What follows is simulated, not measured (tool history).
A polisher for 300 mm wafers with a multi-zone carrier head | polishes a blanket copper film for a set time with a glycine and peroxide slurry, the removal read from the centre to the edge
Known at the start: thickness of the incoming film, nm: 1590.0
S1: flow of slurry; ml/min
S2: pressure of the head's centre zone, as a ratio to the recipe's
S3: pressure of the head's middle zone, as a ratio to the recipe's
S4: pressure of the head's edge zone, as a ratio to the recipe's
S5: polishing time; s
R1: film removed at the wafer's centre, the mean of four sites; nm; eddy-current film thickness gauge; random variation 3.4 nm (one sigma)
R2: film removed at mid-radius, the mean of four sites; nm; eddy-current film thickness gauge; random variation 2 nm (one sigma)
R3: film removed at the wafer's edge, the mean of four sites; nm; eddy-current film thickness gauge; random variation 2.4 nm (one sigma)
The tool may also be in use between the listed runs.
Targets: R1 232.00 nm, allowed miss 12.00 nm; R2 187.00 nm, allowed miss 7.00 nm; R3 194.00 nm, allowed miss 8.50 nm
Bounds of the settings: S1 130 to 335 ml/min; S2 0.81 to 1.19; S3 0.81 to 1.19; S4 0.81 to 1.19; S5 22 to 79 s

| run | hour | S1 | S2 | S3 | S4 | S5 | R1 | R2 | R3 |
|---|---|---|---|---|---|---|---|---|---|
| 1 | 0.0 | 215 | 1.00 | 1.00 | 1.00 | 50 | 228.30 | 221.87 | 231.83 |
| 2 | 7.1 | 215 | 0.93 | 1.00 | 1.00 | 50 | 214.76 | 218.87 | 225.48 |
| 3 | 13.6 | 225 | 1.00 | 0.97 | 0.94 | 48 | 218.93 | 204.05 | 210.94 |
| 4 | 18.1 | 225 | 1.02 | 0.95 | 0.90 | 48 | 225.72 | 204.56 | 205.10 |
| 5 | 22.5 | 225 | 1.02 | 0.95 | 0.95 | 48 | 222.56 | 198.75 | 208.87 |
| 6 | 27.9 | 225 | 1.02 | 0.91 | 0.95 | 48 | 224.71 | 197.80 | 213.25 |
| 7 | 34.3 | 225 | 1.04 | 0.90 | 0.92 | 48 | 224.12 | 194.13 | 206.04 |
| 8 | 39.4 | 225 | 1.06 | 0.89 | 0.90 | 48 | 229.89 | 191.43 | 215.46 |
| 9 | 43.4 | 245 | 1.07 | 0.89 | 0.87 | 47 | 235.60 | 188.26 | 201.12 |
| 10 | 45.0 | 245 | 1.07 | 0.89 | 0.86 | 47 | 236.01 | 187.15 | 203.01 |

4 next moves are on the table. One of them brings every result within its allowed miss. Which?
| A | 46.6 | 335 | 1.10 | 0.93 | 0.89 | 43 | ? | ? | ? |
| B | 46.6 | 230 | 1.03 | 0.87 | 0.88 | 49 | ? | ? | ? |
| C | 46.6 | 245 | 1.03 | 0.81 | 0.86 | 49 | ? | ? | ? |
| D | 46.6 | 260 | 1.00 | 0.82 | 0.82 | 50 | ? | ? | ? |

| move | R1 | R2 | R3 |
|---|---|---|---|
| A | 225.69 | 190.16 | 190.44 |
| B | 231.23 | 197.87 | 210.46 |
| C | 232.86 | 187.88 | 209.91 |
| D | 232.21 | 194.86 | 211.47 |
A: meets every target
B: further off than the last run
C: further off than the last run
D: further off than the last run
Move A is the one to make.
